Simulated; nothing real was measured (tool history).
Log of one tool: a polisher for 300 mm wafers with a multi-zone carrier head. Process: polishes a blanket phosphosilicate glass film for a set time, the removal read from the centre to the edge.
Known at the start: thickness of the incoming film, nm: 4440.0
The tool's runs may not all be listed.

run	hour	flow of slurry (ml/min)	pressure of the head's centre zone	pressure of the head's middle zone	pressure of the head's edge zone	abrasive content of the slurry	polishing time (s)	film removed at the wafer's centre (nm)	film removed at mid-radius (nm)	film removed at the wafer's edge (nm)
1	0	155	1	1	1	1	54	544.8	546.64	539.29
2	7	155	1.01	0.98	0.94	0.85	52	474.6	458.68	458
3	15.8	155	1.01	0.95	0.94	0.85	52	480.81	449.98	455.67
4	17.1	155	1.01	0.95	0.9	0.75	52	434.34	405.57	413.27
5	23.6	155	1.02	0.96	0.87	0.7	52	415.61	392.05	372.58
6	27.6	155	1.02	0.96	0.87	0.7	43	339.07	321.49	313.58

The next listed run, before its measurement:
7	30.6	175	1.03	0.96	0.87	0.7	43	?	?	?

Run 7 gave film removed at the wafer's centre (nm) 351.37, film removed at mid-radius (nm) 328.69, film removed at the wafer's edge (nm) 313.97.
